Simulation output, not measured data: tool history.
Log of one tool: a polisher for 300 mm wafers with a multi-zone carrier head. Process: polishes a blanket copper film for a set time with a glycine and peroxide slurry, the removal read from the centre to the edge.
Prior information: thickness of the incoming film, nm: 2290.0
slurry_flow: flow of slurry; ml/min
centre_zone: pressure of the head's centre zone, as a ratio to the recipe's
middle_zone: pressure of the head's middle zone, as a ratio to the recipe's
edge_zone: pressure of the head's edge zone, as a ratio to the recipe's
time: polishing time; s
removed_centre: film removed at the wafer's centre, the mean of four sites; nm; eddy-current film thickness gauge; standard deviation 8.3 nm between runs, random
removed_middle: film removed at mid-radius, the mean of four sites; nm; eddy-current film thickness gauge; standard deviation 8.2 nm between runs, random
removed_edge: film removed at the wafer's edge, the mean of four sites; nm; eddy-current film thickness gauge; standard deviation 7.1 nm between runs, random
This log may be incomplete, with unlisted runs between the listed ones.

Run 1, day 0: slurry_flow 140 ml/min, centre_zone 1, middle_zone 1, edge_zone 1, time 90 s. Result: removed_centre 663.68 nm, removed_middle 674.45 nm, removed_edge 671.41 nm.
Run 2, day 0.075: slurry_flow 140 ml/min, centre_zone 1.05, middle_zone 1, edge_zone 1, time 90 s. Result: removed_centre 703.56 nm, removed_middle 654.29 nm, removed_edge 673.23 nm.
Run 3, day 0.338: slurry_flow 160 ml/min, centre_zone 1.07, middle_zone 1.04, edge_zone 1.05, time 94 s. Result: removed_centre 764.35 nm, removed_middle 730.01 nm, removed_edge 730.48 nm.
Run 4, day 0.388: slurry_flow 160 ml/min, centre_zone 1.07, middle_zone 0.97, edge_zone 1.05, time 94 s. Result: removed_centre 751.68 nm, removed_middle 685.82 nm, removed_edge 728.14 nm.
At day 0.475: worn pad replaced by a new one.
Run 5, day 0.475: slurry_flow 170 ml/min, centre_zone 1.09, middle_zone 1, edge_zone 1.08, time 97 s. Result: removed_centre 851.18 nm, removed_middle 781.28 nm, removed_edge 811.49 nm.
Run 6, day 0.675: slurry_flow 145 ml/min, centre_zone 1.09, middle_zone 1, edge_zone 1.08, time 97 s. Result: removed_centre 834.09 nm, removed_middle 765.08 nm, removed_edge 785.21 nm.
Run 7, day 0.75: slurry_flow 145 ml/min, centre_zone 1.1, middle_zone 1.01, edge_zone 1.12, time 97 s. Result: removed_centre 823.47 nm, removed_middle 775.36 nm, removed_edge 807.89 nm.

Expected results for the next run?
Run 8, day 1.029: slurry_flow 155 ml/min, centre_zone 1.12, middle_zone 1.03, edge_zone 1.13, time 97 s. Result: removed_centre ?, removed_middle ?, removed_edge ?.

Run 8 produced removed_centre 873.5 nm, removed_middle 784.83 nm, removed_edge 817.03 nm.
